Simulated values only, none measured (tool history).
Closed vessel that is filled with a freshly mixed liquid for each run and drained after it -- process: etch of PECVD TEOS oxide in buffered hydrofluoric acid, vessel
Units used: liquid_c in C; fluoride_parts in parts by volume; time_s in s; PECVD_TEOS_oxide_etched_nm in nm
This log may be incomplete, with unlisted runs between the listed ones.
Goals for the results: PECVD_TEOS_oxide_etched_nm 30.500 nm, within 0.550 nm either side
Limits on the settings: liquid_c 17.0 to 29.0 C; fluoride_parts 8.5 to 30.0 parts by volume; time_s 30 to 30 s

{"run": 1, "hour": 0.0, "liquid_c": 21.0, "fluoride_parts": 23.5, "time_s": 30, "PECVD_TEOS_oxide_etched_nm": 26.619}
{"run": 2, "hour": 5.5, "liquid_c": 21.5, "fluoride_parts": 23.5, "time_s": 30, "PECVD_TEOS_oxide_etched_nm": 27.539}
{"run": 3, "hour": 10.9, "liquid_c": 21.5, "fluoride_parts": 23.5, "time_s": 30, "PECVD_TEOS_oxide_etched_nm": 27.532}
{"run": 4, "hour": 16.1, "liquid_c": 19.5, "fluoride_parts": 23.5, "time_s": 30, "PECVD_TEOS_oxide_etched_nm": 24.501}
{"run": 5, "hour": 22.0, "liquid_c": 19.5, "fluoride_parts": 23.5, "time_s": 30, "PECVD_TEOS_oxide_etched_nm": 24.578}
{"run": 6, "hour": 28.8, "liquid_c": 20.5, "fluoride_parts": 23.5, "time_s": 30, "PECVD_TEOS_oxide_etched_nm": 25.697}
{"run": 7, "hour": 31.6, "liquid_c": 24.5, "fluoride_parts": 23.5, "time_s": 30, "PECVD_TEOS_oxide_etched_nm": 32.215}
{"run": 8, "hour": 33.6, "liquid_c": 24.0, "fluoride_parts": 23.5, "time_s": 30, "PECVD_TEOS_oxide_etched_nm": 31.162}

Consider the 5 candidate settings below. Which is the only one whose results all fall within their allowed miss of target?
{"run": "A", "hour": 35.6, "liquid_c": 25.5, "fluoride_parts": 25.5, "time_s": 30, "PECVD_TEOS_oxide_etched_nm": "?"}
{"run": "B", "hour": 35.6, "liquid_c": 24.5, "fluoride_parts": 24.5, "time_s": 30, "PECVD_TEOS_oxide_etched_nm": "?"}
{"run": "C", "hour": 35.6, "liquid_c": 24.0, "fluoride_parts": 26.0, "time_s": 30, "PECVD_TEOS_oxide_etched_nm": "?"}
{"run": "D", "hour": 35.6, "liquid_c": 23.5, "fluoride_parts": 25.5, "time_s": 30, "PECVD_TEOS_oxide_etched_nm": "?"}
{"run": "E", "hour": 35.6, "liquid_c": 23.0, "fluoride_parts": 22.5, "time_s": 30, "PECVD_TEOS_oxide_etched_nm": "?"}

move=A PECVD_TEOS_oxide_etched_nm=32.302
move=B PECVD_TEOS_oxide_etched_nm=31.440
move=C PECVD_TEOS_oxide_etched_nm=29.364
move=D PECVD_TEOS_oxide_etched_nm=28.952
move=E PECVD_TEOS_oxide_etched_nm=30.702
A: moves away from the targets compared with the last run
B: moves away from the targets compared with the last run
C: takes the result that was furthest off past its target
D: takes the result that was furthest off past its target
E: all results land within tolerance of their targets
E meets every target.
